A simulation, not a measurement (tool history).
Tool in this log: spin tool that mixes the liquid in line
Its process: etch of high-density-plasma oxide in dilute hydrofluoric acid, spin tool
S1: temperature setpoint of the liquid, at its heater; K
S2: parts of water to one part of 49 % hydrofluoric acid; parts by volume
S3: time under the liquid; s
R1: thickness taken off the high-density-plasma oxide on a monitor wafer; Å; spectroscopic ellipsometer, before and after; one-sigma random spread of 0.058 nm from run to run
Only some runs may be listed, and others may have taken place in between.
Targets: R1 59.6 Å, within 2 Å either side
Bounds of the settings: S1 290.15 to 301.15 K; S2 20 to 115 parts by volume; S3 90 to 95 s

run  hour      S1  S2  S3      R1
  1     0  293.15  65  90  96.693
  2   4.9  293.15  45  90  142.24
  3   6.8  292.65  50  90  124.24
  4   8.3  292.65  50  90  123.02
  5    10  292.15  55  90  111.22
  6  15.7  292.15  55  95  115.69
  7  19.6  292.15  60  95   106.1
  8  27.8  290.15  85  95  68.099

Which single option among these 4 for the next run brings every result within its allowed miss of target? Just one does.
  A    36  291.65  95  90   ?
  B    36  290.65  90  95   ?
  C    36  292.65  75  95   ?
  D    36  291.15  80  95   ?

move      R1
   A  59.616
   B  64.035
   C  84.989
   D   74.38
A: every result within its allowed miss
B: gains on the last run, yet a result remains outside its allowed miss
C: the biggest miss grows against the last run
D: the biggest miss grows against the last run
Move A is the one to make.

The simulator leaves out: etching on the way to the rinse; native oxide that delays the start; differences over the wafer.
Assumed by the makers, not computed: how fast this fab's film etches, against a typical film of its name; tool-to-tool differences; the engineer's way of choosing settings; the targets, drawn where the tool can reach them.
